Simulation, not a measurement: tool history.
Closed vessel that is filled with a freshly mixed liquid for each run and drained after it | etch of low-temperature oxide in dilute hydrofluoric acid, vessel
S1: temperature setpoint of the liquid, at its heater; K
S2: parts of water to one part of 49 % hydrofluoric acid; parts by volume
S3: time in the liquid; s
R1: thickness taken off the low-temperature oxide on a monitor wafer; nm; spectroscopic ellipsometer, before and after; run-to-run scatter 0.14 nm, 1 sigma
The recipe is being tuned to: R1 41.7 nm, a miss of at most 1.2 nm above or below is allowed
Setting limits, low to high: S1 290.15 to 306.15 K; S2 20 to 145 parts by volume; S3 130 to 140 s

Run 1, hour 0: S1 298.15 K, S2 80 parts by volume, S3 130 s. Result: R1 30.173 nm.
Run 2, hour 3.1: S1 301.15 K, S2 80 parts by volume, S3 130 s. Result: R1 33.647 nm.
Run 3, hour 5.1: S1 302.15 K, S2 80 parts by volume, S3 130 s. Result: R1 35.202 nm.
Run 4, hour 7.9: S1 302.65 K, S2 80 parts by volume, S3 130 s. Result: R1 35.9 nm.
Run 5, hour 17.1: S1 302.65 K, S2 80 parts by volume, S3 130 s. Result: R1 35.892 nm.
Run 6, hour 21.5: S1 303.15 K, S2 80 parts by volume, S3 130 s. Result: R1 36.501 nm.
Run 7, hour 22.5: S1 303.65 K, S2 80 parts by volume, S3 130 s. Result: R1 37.541 nm.
Run 8, hour 24: S1 304.15 K, S2 80 parts by volume, S3 130 s. Result: R1 37.999 nm.
Run 9, hour 31.1: S1 304.65 K, S2 80 parts by volume, S3 130 s. Result: R1 38.56 nm.
Run 10, hour 35.1: S1 305.65 K, S2 80 parts by volume, S3 130 s. Result: R1 40.121 nm.

Of the 4 settings listed for the next run, only one would bring every result within its allowed miss of target. Which one?
Run A, hour 39.1: S1 302.15 K, S2 75 parts by volume, S3 130 s. Result: R1 ?.
Run B, hour 39.1: S1 299.15 K, S2 70 parts by volume, S3 140 s. Result: R1 ?.
Run C, hour 39.1: S1 305.65 K, S2 80 parts by volume, S3 135 s. Result: R1 ?.
Run D, hour 39.1: S1 305.15 K, S2 85 parts by volume, S3 135 s. Result: R1 ?.

move      R1
   A  38.003
   B  39.251
   C  41.947
   D  38.453
A: its largest miss is bigger than the last run's
B: its largest miss is bigger than the last run's
C: all results land within tolerance of their targets
D: its largest miss is bigger than the last run's
C meets every target.
